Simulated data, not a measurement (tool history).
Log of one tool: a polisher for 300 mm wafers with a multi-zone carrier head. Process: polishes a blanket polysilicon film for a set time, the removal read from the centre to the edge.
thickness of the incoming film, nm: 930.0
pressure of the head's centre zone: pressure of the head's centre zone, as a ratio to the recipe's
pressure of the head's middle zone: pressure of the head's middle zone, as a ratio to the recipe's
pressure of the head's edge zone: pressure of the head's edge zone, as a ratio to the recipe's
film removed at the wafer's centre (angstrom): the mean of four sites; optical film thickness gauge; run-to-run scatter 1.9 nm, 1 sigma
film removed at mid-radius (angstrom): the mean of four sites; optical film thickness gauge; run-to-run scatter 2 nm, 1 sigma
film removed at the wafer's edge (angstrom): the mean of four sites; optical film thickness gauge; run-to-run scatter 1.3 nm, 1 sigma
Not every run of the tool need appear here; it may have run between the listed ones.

run,hour,flow of slurry (ml/min),pressure of the head's centre zone,pressure of the head's middle zone,pressure of the head's edge zone,polishing time (s),film removed at the wafer's centre (angstrom),film removed at mid-radius (angstrom),film removed at the wafer's edge (angstrom)
1,0,260,1,1,1,51,2739.3,2717.5,2723.4
2,8.5,260,0.95,1,1,51,2624.5,2658.2,2731.8
3,12.2,230,0.95,1,1,51,2593.5,2659.9,2690.9
4,19.8,230,0.95,1,1.03,51,2610.6,2721.1,2695.4
5,22.3,270,0.95,1,1.03,51,2622.5,2684.5,2777.1
6,27.1,255,0.96,0.97,0.99,46,2433.4,2333.7,2432.5
7,32.6,220,0.87,0.87,0.89,32,1500.6,1479.9,1587.1
8,36.8,240,0.9,0.88,0.9,32,1551.2,1497.1,1610.3
9,45.6,245,0.93,0.89,0.91,32,1606.2,1516,1620
10,50.9,255,0.95,0.9,0.92,32,1608.6,1531.4,1619.6

Run 11 comes next. What will it give?
11,59.4,255,0.98,0.91,0.94,32,?,?,?

film removed at the wafer's centre (angstrom): 1656.5
film removed at mid-radius (angstrom): 1557.9
film removed at the wafer's edge (angstrom): 1661
